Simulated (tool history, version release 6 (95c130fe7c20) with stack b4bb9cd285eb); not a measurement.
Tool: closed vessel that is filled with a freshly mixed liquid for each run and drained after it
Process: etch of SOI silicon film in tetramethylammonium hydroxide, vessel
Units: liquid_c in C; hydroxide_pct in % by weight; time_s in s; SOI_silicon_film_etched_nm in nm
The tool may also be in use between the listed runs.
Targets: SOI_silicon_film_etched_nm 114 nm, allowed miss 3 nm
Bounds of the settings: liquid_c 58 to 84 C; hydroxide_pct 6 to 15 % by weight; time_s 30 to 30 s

Run 1, hour 0: liquid_c 71 C, hydroxide_pct 10 % by weight, time_s 30 s. Result: SOI_silicon_film_etched_nm 219.43 nm.
Run 2, hour 4.1: liquid_c 67 C, hydroxide_pct 10 % by weight, time_s 30 s. Result: SOI_silicon_film_etched_nm 174.49 nm.
Run 3, hour 5.7: liquid_c 66 C, hydroxide_pct 10 % by weight, time_s 30 s. Result: SOI_silicon_film_etched_nm 164.16 nm.
Run 4, hour 7.7: liquid_c 69 C, hydroxide_pct 10 % by weight, time_s 30 s. Result: SOI_silicon_film_etched_nm 195.21 nm.
Run 5, hour 11.9: liquid_c 69 C, hydroxide_pct 8 % by weight, time_s 30 s. Result: SOI_silicon_film_etched_nm 212.25 nm.
Run 6, hour 12.8: liquid_c 69 C, hydroxide_pct 8 % by weight, time_s 30 s. Result: SOI_silicon_film_etched_nm 214.25 nm.
Run 7, hour 21.2: liquid_c 69 C, hydroxide_pct 8 % by weight, time_s 30 s. Result: SOI_silicon_film_etched_nm 212.49 nm.
Run 8, hour 28.8: liquid_c 67.5 C, hydroxide_pct 8 % by weight, time_s 30 s. Result: SOI_silicon_film_etched_nm 195.14 nm.

5 next moves are on the table. One of them brings every result within its allowed miss. Which?
Run A, hour 36.4: liquid_c 59 C, hydroxide_pct 6.5 % by weight, time_s 30 s. Result: SOI_silicon_film_etched_nm ?.
Run B, hour 36.4: liquid_c 65 C, hydroxide_pct 8.5 % by weight, time_s 30 s. Result: SOI_silicon_film_etched_nm ?.
Run C, hour 36.4: liquid_c 61 C, hydroxide_pct 9.5 % by weight, time_s 30 s. Result: SOI_silicon_film_etched_nm ?.
Run D, hour 36.4: liquid_c 59.5 C, hydroxide_pct 9 % by weight, time_s 30 s. Result: SOI_silicon_film_etched_nm ?.
Run E, hour 36.4: liquid_c 62 C, hydroxide_pct 11.5 % by weight, time_s 30 s. Result: SOI_silicon_film_etched_nm ?.

move  SOI_silicon_film_etched_nm
   A                      122.89
   B                       164.8
   C                      123.91
   D                      115.18
   E                      122.94
A: nearer than the last run, and not there yet
B: nearer than the last run, and not there yet
C: nearer than the last run, and not there yet
D: meets every target
E: nearer than the last run, and not there yet
The right move is D.
